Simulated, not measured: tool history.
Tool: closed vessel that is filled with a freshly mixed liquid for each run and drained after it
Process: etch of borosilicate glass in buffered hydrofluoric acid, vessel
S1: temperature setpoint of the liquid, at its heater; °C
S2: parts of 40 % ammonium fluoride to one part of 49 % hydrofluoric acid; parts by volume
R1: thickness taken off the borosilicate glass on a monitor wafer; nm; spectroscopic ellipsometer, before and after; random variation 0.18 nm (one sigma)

run 1 hour=0.0 | S1=20.0 S2=17 time_in_the_liquid_(s)=30 | R1=17.368
run 2 hour=6.3 | S1=20.5 S2=17 time_in_the_liquid_(s)=30 | R1=17.795
run 3 hour=10.7 | S1=21.0 S2=17 time_in_the_liquid_(s)=30 | R1=18.259
run 4 hour=14.2 | S1=21.5 S2=17 time_in_the_liquid_(s)=30 | R1=19.018
run 5 hour=21.1 | S1=21.5 S2=22 time_in_the_liquid_(s)=30 | R1=15.237
run 6 hour=26.8 | S1=21.5 S2=20 time_in_the_liquid_(s)=30 | R1=16.065
run 7 hour=33.7 | S1=22.5 S2=20 time_in_the_liquid_(s)=30 | R1=16.879
run 8 hour=34.4 | S1=22.5 S2=20 time_in_the_liquid_(s)=30 | R1=17.109
run 9 hour=39.7 | S1=23.0 S2=20 time_in_the_liquid_(s)=30 | R1=17.477
run 10 hour=48.6 | S1=23.5 S2=20 time_in_the_liquid_(s)=30 | R1=17.712
run 11 hour=52.4 | S1=23.5 S2=20 time_in_the_liquid_(s)=30 | R1=17.915

Forecast run 12:
run 12 hour=53.6 | S1=24.0 S2=20 time_in_the_liquid_(s)=30 | R1=?

{"run 12": {"R1": 18.479}}
